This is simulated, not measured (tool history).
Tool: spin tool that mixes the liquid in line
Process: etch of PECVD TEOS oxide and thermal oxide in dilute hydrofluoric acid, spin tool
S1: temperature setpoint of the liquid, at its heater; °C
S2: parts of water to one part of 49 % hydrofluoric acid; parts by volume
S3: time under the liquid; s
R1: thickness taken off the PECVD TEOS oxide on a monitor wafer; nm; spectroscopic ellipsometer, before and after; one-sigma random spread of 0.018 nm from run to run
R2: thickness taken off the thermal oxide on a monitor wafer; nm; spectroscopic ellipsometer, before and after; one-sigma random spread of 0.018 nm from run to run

run,day,S1,S2,S3,R1,R2
1,0.000,22.0,160,35,4.3139,0.93589
2,0.142,22.0,160,25,3.1171,0.70396
3,0.317,22.0,160,15,1.8660,0.41245
4,0.450,22.5,160,15,1.8893,0.44850
5,0.721,22.0,155,15,1.9343,0.44544
6,1.058,20.5,155,15,1.8046,0.40684

Run 7 comes next. What will it give?
7,1.362,21.0,155,15,?,?

R1: 1.8520 nm
R2: 0.40250 nm
